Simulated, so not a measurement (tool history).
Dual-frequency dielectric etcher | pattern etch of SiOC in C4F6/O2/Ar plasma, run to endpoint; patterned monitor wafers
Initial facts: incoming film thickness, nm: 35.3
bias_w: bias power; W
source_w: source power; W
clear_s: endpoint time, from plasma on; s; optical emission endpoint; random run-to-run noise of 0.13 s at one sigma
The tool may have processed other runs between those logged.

run  hour  bias_w  source_w  clear_s
  1   0.0     463       340   12.761
  2   3.2     445       330   12.958
  3   6.9     526       330   12.694
  4   7.6     564       330   12.315
  5  10.2     611       330   11.983
  6  16.4     586       320   12.354

Expected results for the next run?
  7  21.5     567       310        ?

{"run 7": {"clear_s": 12.51}}
